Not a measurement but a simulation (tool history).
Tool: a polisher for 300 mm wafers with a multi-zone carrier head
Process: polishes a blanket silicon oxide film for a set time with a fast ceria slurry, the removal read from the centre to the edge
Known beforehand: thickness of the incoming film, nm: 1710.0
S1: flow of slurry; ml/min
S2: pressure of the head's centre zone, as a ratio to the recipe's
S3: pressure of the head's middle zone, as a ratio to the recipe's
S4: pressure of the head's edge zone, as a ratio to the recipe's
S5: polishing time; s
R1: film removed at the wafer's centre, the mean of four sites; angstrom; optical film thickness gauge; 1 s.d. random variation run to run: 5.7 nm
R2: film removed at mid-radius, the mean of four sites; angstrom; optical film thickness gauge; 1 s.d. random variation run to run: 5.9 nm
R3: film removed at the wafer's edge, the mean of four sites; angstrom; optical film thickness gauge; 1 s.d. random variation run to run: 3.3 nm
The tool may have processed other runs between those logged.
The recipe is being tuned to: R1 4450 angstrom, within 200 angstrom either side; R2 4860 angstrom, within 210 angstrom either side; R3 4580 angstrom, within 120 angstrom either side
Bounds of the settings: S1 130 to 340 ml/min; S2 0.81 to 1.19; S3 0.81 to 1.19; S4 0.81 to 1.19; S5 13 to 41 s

Run 1, hour 0: S1 220 ml/min, S2 1, S3 1, S4 1, S5 27 s. Result: R1 7378.1 angstrom, R2 7500.4 angstrom, R3 7207.8 angstrom.
Run 2, hour 8.9: S1 185 ml/min, S2 1, S3 1, S4 1, S5 27 s. Result: R1 7181.6 angstrom, R2 7186.7 angstrom, R3 7156.1 angstrom.
Run 3, hour 13.8: S1 185 ml/min, S2 1, S3 1, S4 0.93, S5 27 s. Result: R1 7080.2 angstrom, R2 7237.1 angstrom, R3 6843.3 angstrom.
Run 4, hour 22.2: S1 185 ml/min, S2 1, S3 1, S4 0.93, S5 22 s. Result: R1 5861.4 angstrom, R2 5785.5 angstrom, R3 5606.9 angstrom.
Run 5, hour 28.1: S1 185 ml/min, S2 0.99, S3 1, S4 0.92, S5 22 s. Result: R1 5958.4 angstrom, R2 5900.5 angstrom, R3 5464.9 angstrom.
Run 6, hour 30.8: S1 185 ml/min, S2 0.99, S3 1, S4 0.92, S5 28 s. Result: R1 7354.4 angstrom, R2 7481.9 angstrom, R3 7096.7 angstrom.
Run 7, hour 36.2: S1 185 ml/min, S2 0.97, S3 1, S4 0.91, S5 27 s. Result: R1 6959.1 angstrom, R2 7134.9 angstrom, R3 6695.3 angstrom.
Run 8, hour 42.8: S1 180 ml/min, S2 0.95, S3 1, S4 0.91, S5 26 s. Result: R1 6599.4 angstrom, R2 6944.4 angstrom, R3 6411.4 angstrom.
Run 9, hour 43.8: S1 175 ml/min, S2 0.94, S3 0.99, S4 0.91, S5 25 s. Result: R1 6300 angstrom, R2 6511.5 angstrom, R3 6213.5 angstrom.

Exactly one of the 4 candidate moves below puts every result within its allowed miss. Which one?
Run A, hour 44.8: S1 155 ml/min, S2 0.88, S3 1.01, S4 0.88, S5 36 s. Result: R1 ?, R2 ?, R3 ?.
Run B, hour 44.8: S1 135 ml/min, S2 0.88, S3 0.94, S4 0.82, S5 20 s. Result: R1 ?, R2 ?, R3 ?.
Run C, hour 44.8: S1 180 ml/min, S2 1.14, S3 0.98, S4 0.89, S5 17 s. Result: R1 ?, R2 ?, R3 ?.
Run D, hour 44.8: S1 225 ml/min, S2 1.04, S3 1.05, S4 0.81, S5 18 s. Result: R1 ?, R2 ?, R3 ?.

move      R1      R2      R3
   A  8294.7  9625.1  8702.3
   B  4497.5  4985.9  4616.9
   C  5179.8  4540.6  4195.8
   D    5166  5185.6  4344.2
A: its largest miss is bigger than the last run's
B: every result within its allowed miss
C: the result that was furthest off in the last run now lies on the other side of its target
D: the result that was furthest off in the last run now lies on the other side of its target
The right move is B.

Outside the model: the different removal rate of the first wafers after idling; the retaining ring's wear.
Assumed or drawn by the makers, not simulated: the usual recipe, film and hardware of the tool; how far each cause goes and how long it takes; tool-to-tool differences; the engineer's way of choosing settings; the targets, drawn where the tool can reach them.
